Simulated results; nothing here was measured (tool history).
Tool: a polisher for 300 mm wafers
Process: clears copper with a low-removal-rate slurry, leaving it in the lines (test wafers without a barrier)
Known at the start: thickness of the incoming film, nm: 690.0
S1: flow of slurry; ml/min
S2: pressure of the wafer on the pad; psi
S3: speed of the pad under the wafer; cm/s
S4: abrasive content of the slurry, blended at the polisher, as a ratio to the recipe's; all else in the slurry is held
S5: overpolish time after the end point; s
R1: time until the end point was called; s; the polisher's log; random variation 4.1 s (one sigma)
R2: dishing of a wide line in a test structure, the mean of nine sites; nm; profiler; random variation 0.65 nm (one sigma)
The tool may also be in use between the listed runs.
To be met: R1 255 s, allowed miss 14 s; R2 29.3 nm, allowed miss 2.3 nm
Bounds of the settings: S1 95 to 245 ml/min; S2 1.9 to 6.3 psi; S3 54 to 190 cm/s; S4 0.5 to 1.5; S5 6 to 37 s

run 1 day=0 | S1=155 S2=4.1 S3=122 S4=1 S5=19 | R1=119.34 R2=70.244
run 2 day=0.112 | S1=155 S2=4.7 S3=122 S4=1 S5=19 | R1=105.29 R2=79.103
run 3 day=0.342 | S1=155 S2=4.7 S3=138 S4=1 S5=19 | R1=92.748 R2=89.689
run 4 day=0.425 | S1=155 S2=4.7 S3=138 S4=1 S5=27 | R1=92.072 R2=114.25
run 5 day=0.721 | S1=155 S2=4.7 S3=112 S4=1 S5=27 | R1=116.22 R2=97.608
run 6 day=0.929 | S1=155 S2=4.3 S3=106 S4=1 S5=24 | R1=131.17 R2=81.061
run 7 day=1.021 | S1=155 S2=3.9 S3=100 S4=1 S5=21 | R1=148.18 R2=64.516
run 8 day=1.175 | S1=155 S2=3.6 S3=96 S4=1 S5=19 | R1=163.85 R2=52.103
run 9 day=1.488 | S1=155 S2=3.3 S3=94 S4=1 S5=18 | R1=181.16 R2=46.593
run 10 day=1.704 | S1=155 S2=3 S3=94 S4=1 S5=17 | R1=200.25 R2=40.854
run 11 day=1.979 | S1=155 S2=2.8 S3=94 S4=1 S5=16 | R1=208.47 R2=37.087
run 12 day=2.233 | S1=155 S2=2.7 S3=94 S4=1 S5=16 | R1=220.07 R2=35.254
run 13 day=2.392 | S1=150 S2=2.1 S3=92 S4=1 S5=14 | R1=272.32 R2=25.268
run 14 day=2.517 | S1=150 S2=2.1 S3=92 S4=1 S5=14 | R1=273.01 R2=26.563

4 next moves are on the table. One of them brings every result within its allowed miss. Which?
run A day=2.642 | S1=155 S2=1.9 S3=92 S4=0.75 S5=19 | R1=? R2=?
run B day=2.642 | S1=145 S2=2.2 S3=92 S4=1.3 S5=15 | R1=? R2=?
run C day=2.642 | S1=190 S2=2.9 S3=66 S4=0.75 S5=21 | R1=? R2=?
run D day=2.642 | S1=165 S2=2.7 S3=68 S4=1.15 S5=13 | R1=? R2=?

move=A R1=315.36 R2=29.686
move=B R1=254.67 R2=29.245
move=C R1=295.97 R2=34.89
move=D R1=287.59 R2=23.096
A: further off than the last run
B: meets every target
C: further off than the last run
D: further off than the last run
Move B is the one to make.
